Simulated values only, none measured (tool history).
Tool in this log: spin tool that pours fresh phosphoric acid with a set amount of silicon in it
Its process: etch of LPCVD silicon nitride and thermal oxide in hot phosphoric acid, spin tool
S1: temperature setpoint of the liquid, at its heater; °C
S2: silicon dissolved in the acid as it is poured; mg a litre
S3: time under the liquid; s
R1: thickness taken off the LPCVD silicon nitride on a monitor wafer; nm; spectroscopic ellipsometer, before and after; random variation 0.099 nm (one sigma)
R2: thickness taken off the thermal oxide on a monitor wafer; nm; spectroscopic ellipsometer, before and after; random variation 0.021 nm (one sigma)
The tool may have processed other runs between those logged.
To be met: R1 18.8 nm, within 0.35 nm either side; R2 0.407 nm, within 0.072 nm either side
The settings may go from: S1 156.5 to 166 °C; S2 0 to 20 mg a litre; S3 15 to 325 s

run 1 day=0 | S1=161 S2=9 S3=165 | R1=15.978 R2=0.3736
run 2 day=0.204 | S1=161.5 S2=10.5 S3=165 | R1=16.178 R2=0.36122
run 3 day=0.508 | S1=162 S2=11 S3=165 | R1=16.526 R2=0.38233
run 4 day=0.592 | S1=162 S2=11 S3=130 | R1=12.948 R2=0.29997
run 5 day=0.788 | S1=163 S2=11 S3=130 | R1=13.436 R2=0.33383
run 6 day=0.975 | S1=164.5 S2=11 S3=130 | R1=14.096 R2=0.39815
run 7 day=1.242 | S1=164.5 S2=12.5 S3=140 | R1=15.169 R2=0.3531
run 8 day=1.583 | S1=164.5 S2=12.5 S3=145 | R1=15.779 R2=0.37502
run 9 day=1.829 | S1=164.5 S2=13 S3=150 | R1=16.168 R2=0.4043
run 10 day=2.058 | S1=164.5 S2=14 S3=155 | R1=16.766 R2=0.40044

Exercise: of the 5 proposed moves below, exactly one satisfies all targets within the stated allowed misses. Which move is it?
run A day=2.288 | S1=164.5 S2=19.5 S3=185 | R1=? R2=?
run B day=2.288 | S1=165 S2=9.5 S3=130 | R1=? R2=?
run C day=2.288 | S1=156.5 S2=20 S3=235 | R1=? R2=?
run D day=2.288 | S1=157 S2=20 S3=230 | R1=? R2=?
run E day=2.288 | S1=162 S2=13 S3=190 | R1=? R2=?

move=A R1=20.088 R2=0.45893
move=B R1=14.35 R2=0.42859
move=C R1=19.517 R2=0.31813
move=D R1=19.43 R2=0.3233
move=E R1=18.993 R2=0.46461
A: pushes the last run's worst result past its target
B: moves away from the targets compared with the last run
C: pushes the last run's worst result past its target
D: pushes the last run's worst result past its target
E: every result within its allowed miss
Correct choice: E, which meets every target
